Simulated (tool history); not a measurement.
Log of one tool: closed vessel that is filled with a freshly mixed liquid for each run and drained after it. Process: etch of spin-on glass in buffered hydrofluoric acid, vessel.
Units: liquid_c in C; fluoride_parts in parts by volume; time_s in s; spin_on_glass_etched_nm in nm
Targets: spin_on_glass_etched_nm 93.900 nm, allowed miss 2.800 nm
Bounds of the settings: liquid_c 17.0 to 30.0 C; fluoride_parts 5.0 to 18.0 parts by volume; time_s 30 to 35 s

run    day  liquid_c  fluoride_parts  time_s  spin_on_glass_etched_nm
  1  0.000      22.0            11.0      35                  133.420
  2  0.208      22.0            11.0      35                  135.160
  3  0.350      22.0             8.0      35                  181.310
  4  0.721      24.5             8.0      35                  206.540
  5  1.033      24.5             8.0      35                  204.440
  6  1.338      22.0             8.0      35                  181.570
  7  1.388      21.0             9.0      35                  150.070
  8  1.604      20.0             9.5      35                  138.060
  9  1.704      19.5            10.0      35                  127.450
 10  2.042      19.0            10.5      35                  120.110
 11  2.096      18.5            11.0      35                  110.220
 12  2.325      18.0            11.0      35                  109.080
 13  2.388      17.5            11.5      35                  100.510

4 next moves are on the table. One of them brings every result within its allowed miss. Which?
  A  2.450      17.0            10.0      35                        ?
  B  2.450      19.5            12.0      30                        ?
  C  2.450      17.5            10.5      35                        ?
  D  2.450      17.0            13.0      35                        ?

move  spin_on_glass_etched_nm
   A                  112.460
   B                   92.958
   C                  110.340
   D                   87.022
A: further off than the last run
B: meets every target
C: further off than the last run
D: takes the result that was furthest off past its target
Move B is the one to make.

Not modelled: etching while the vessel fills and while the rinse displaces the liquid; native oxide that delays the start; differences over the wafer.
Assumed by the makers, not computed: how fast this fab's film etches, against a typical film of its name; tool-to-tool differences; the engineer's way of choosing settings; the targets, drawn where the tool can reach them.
